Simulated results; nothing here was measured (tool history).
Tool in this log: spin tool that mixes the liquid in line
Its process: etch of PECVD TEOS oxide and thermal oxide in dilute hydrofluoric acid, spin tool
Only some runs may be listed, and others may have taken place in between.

| run | hour | temperature setpoint of the liquid (C) | parts of water to one part of 49 % hydrofluoric acid (parts by volume) | time under the liquid (s) | thickness taken off the PECVD TEOS oxide on a monitor wafer (angstrom) | thickness taken off the thermal oxide on a monitor wafer (angstrom) |
|---|---|---|---|---|---|---|
| 1 | 0 | 24 | 155 | 125 | 77.604 | 31.491 |
| 2 | 1.5 | 24 | 200 | 125 | 57.438 | 23.02 |
| 3 | 10.4 | 23.5 | 200 | 125 | 56.365 | 22.877 |
| 4 | 14.3 | 24.5 | 200 | 125 | 58.752 | 24.047 |
| 5 | 20.8 | 24.5 | 240 | 125 | 47.03 | 18.762 |
| 6 | 24.9 | 26 | 240 | 125 | 49.368 | 19.477 |
| 7 | 29.3 | 26.5 | 240 | 125 | 50.18 | 20.346 |
| 8 | 32.7 | 27 | 240 | 125 | 51.52 | 20.565 |
| 9 | 35.5 | 27 | 240 | 125 | 51.323 | 20.916 |

The next listed run, before its measurement:
| 10 | 43 | 27.5 | 240 | 125 | ? | ? |

Run 10 measured thickness taken off the PECVD TEOS oxide on a monitor wafer (angstrom) 52.028, thickness taken off the thermal oxide on a monitor wafer (angstrom) 20.963.

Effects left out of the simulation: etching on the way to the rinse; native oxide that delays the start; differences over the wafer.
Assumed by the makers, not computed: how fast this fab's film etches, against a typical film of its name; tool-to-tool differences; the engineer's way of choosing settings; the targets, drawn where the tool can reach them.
